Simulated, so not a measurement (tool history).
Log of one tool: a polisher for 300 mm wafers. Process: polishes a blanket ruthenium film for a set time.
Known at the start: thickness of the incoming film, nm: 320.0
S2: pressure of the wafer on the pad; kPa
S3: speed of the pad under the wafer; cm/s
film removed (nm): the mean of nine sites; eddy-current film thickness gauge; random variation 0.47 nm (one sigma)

{"run": 1, "hour": 0.0, "flow of slurry (ml/min)": 240, "S2": 11.0, "S3": 102, "polishing time (s)": 58, "film removed (nm)": 42.112}
{"run": 2, "hour": 7.7, "flow of slurry (ml/min)": 240, "S2": 10.3, "S3": 102, "polishing time (s)": 58, "film removed (nm)": 41.057}
{"run": 3, "hour": 9.1, "flow of slurry (ml/min)": 240, "S2": 10.3, "S3": 118, "polishing time (s)": 58, "film removed (nm)": 46.161}
{"run": 4, "hour": 12.8, "flow of slurry (ml/min)": 240, "S2": 10.3, "S3": 118, "polishing time (s)": 53, "film removed (nm)": 42.289}
{"run": 5, "hour": 17.1, "flow of slurry (ml/min)": 240, "S2": 10.3, "S3": 130, "polishing time (s)": 53, "film removed (nm)": 47.353}
{"run": 6, "hour": 17.8, "flow of slurry (ml/min)": 240, "S2": 10.3, "S3": 110, "polishing time (s)": 53, "film removed (nm)": 40.046}
{"run": 7, "hour": 25.1, "flow of slurry (ml/min)": 240, "S2": 9.7, "S3": 110, "polishing time (s)": 53, "film removed (nm)": 38.411}

Forecast run 8:
{"run": 8, "hour": 28.1, "flow of slurry (ml/min)": 240, "S2": 8.3, "S3": 110, "polishing time (s)": 53, "film removed (nm)": "?"}

film removed (nm): 32.272

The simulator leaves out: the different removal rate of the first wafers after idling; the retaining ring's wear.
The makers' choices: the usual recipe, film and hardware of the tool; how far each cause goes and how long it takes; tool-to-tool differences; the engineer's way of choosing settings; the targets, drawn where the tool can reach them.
